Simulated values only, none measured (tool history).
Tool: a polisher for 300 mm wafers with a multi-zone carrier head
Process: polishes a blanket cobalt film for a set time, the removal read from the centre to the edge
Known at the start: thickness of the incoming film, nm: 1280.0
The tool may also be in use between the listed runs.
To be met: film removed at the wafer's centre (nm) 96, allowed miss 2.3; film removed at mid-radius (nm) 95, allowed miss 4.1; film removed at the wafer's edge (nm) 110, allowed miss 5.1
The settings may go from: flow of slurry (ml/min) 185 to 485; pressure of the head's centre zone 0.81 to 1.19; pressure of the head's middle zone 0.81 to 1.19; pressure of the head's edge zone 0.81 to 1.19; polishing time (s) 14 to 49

run    day  flow of slurry (ml/min)  pressure of the head's centre zone  pressure of the head's middle zone  pressure of the head's edge zone  polishing time (s)  film removed at the wafer's centre (nm)  film removed at mid-radius (nm)  film removed at the wafer's edge (nm)
  1      0                      310                                   1                                   1                                 1                  31                                   107.42                           101.96                                 103.38
  2  0.308                      310                                   1                                   1                                 1                  38                                   130.58                           127.91                                 130.54
  3  0.558                      310                                0.95                                   1                                 1                  38                                   126.82                           126.36                                 129.83
  4  0.829                      300                                0.92                                0.98                              1.01                  37                                   117.54                           120.76                                 125.75
  5  1.012                      295                                 0.9                                0.95                                 1                  36                                   113.15                           115.76                                 124.18
  6  1.188                      295                                0.89                                0.93                                 1                  35                                   108.62                           109.23                                 118.79
  7  1.496                      295                                0.88                                0.91                              0.99                  35                                    106.6                           104.92                                 121.42
  8  1.654                      295                                0.88                                0.91                              0.98                  35                                    107.3                           107.49                                 118.38
  9  1.892                      295                                0.87                                 0.9                              0.97                  35                                   105.56                           104.98                                 115.87
 10  2.046                      290                                0.86                                0.89                              0.96                  35                                   105.85                           108.05                                 115.14
 11  2.142                      295                                0.84                                0.82                              1.03                  32                                   92.546                           89.907                                 108.41

Which of these 4 next moves meets every target?
  A  2.238                      365                                0.85                                0.86                                 1                  32                                        ?                                ?                                      ?
  B  2.238                      190                                0.82                                0.83                              1.03                  33                                        ?                                ?                                      ?
  C  2.238                      265                                 0.9                                0.81                              1.19                  31                                        ?                                ?                                      ?
  D  2.238                      200                                0.85                                0.81                              1.11                  31                                        ?                                ?                                      ?

move  film removed at the wafer's centre (nm)  film removed at mid-radius (nm)  film removed at the wafer's edge (nm)
   A                                   95.917                           92.939                                 110.71
   B                                   90.717                           88.764                                 111.72
   C                                    95.48                           83.895                                  115.2
   D                                   88.445                           82.101                                 109.31
A: meets every target
B: further off than the last run
C: brings the result that was furthest off to its target, and leaves another outside
D: further off than the last run
Move A is the one to make.
